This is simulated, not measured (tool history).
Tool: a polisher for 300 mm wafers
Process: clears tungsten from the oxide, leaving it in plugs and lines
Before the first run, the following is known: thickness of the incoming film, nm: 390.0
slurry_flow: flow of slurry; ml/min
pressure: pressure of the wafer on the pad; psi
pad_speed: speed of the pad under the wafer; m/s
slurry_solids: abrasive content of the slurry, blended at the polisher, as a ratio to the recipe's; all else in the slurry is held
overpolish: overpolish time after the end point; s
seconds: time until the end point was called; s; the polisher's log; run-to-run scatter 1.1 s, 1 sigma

run,hour,slurry_flow,pressure,pad_speed,slurry_solids,overpolish,seconds
1,0.0,135,3.2,1.36,1.0,10,90.398
2,8.9,130,3.0,1.36,1.0,10,97.646
3,12.5,125,2.8,1.36,1.0,10,104.170
4,17.2,125,2.8,1.36,1.0,10,104.750
5,19.0,125,3.5,1.36,1.0,10,84.078
6,26.3,120,3.2,1.36,1.0,10,92.270
7,30.1,120,3.0,1.36,1.0,10,98.224
8,33.5,120,2.8,1.36,1.0,10,105.860

What will run 9 give?
9,42.0,115,2.7,1.36,1.0,10,?

{"run 9": {"seconds": 109.97}}
